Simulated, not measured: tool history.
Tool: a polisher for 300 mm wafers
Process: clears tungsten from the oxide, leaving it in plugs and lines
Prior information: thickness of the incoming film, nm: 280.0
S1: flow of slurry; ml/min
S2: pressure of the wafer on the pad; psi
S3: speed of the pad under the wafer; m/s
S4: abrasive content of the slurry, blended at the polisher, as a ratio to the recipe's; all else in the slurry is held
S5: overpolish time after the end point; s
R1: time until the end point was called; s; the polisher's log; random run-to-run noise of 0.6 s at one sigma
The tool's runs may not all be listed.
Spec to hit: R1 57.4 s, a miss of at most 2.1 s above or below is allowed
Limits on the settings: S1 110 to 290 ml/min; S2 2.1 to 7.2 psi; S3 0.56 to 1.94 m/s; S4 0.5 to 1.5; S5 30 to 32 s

run 1 hour=0 | S1=185 S2=4.6 S3=1.24 S4=1 S5=30 | R1=38.568
run 2 hour=1.9 | S1=185 S2=4.6 S3=1.24 S4=1 S5=32 | R1=38.963
run 3 hour=8 | S1=185 S2=4.4 S3=1.24 S4=1 S5=32 | R1=40.387
run 4 hour=12 | S1=220 S2=4.4 S3=1.24 S4=1 S5=32 | R1=39.779
run 5 hour=17.7 | S1=220 S2=4.2 S3=1.24 S4=1 S5=32 | R1=41.923
run 6 hour=26.6 | S1=220 S2=4.2 S3=1.1 S4=1 S5=32 | R1=46.3
run 7 hour=34.8 | S1=220 S2=4.1 S3=1.1 S4=1 S5=32 | R1=47.204
run 8 hour=39.9 | S1=205 S2=3.1 S3=1.08 S4=1 S5=32 | R1=64.402
run 9 hour=40.7 | S1=215 S2=3.3 S3=1.08 S4=1 S5=32 | R1=59.394

Consider the 5 candidate settings below. Which is the only one whose results all fall within their allowed miss of target?
run A hour=41.5 | S1=200 S2=3.7 S3=1 S4=1.1 S5=30 | R1=?
run B hour=41.5 | S1=230 S2=3.2 S3=1.1 S4=0.9 S5=32 | R1=?
run C hour=41.5 | S1=215 S2=3 S3=1.14 S4=1.05 S5=30 | R1=?
run D hour=41.5 | S1=180 S2=2.6 S3=1.3 S4=1.15 S5=30 | R1=?
run E hour=41.5 | S1=215 S2=4.7 S3=0.74 S4=0.9 S5=30 | R1=?

move=A R1=57.022
move=B R1=62.015
move=C R1=61.671
move=D R1=62.076
move=E R1=63.07
A: every result within its allowed miss
B: lands further from the targets than the last run did
C: lands further from the targets than the last run did
D: lands further from the targets than the last run did
E: lands further from the targets than the last run did
The right move is A.
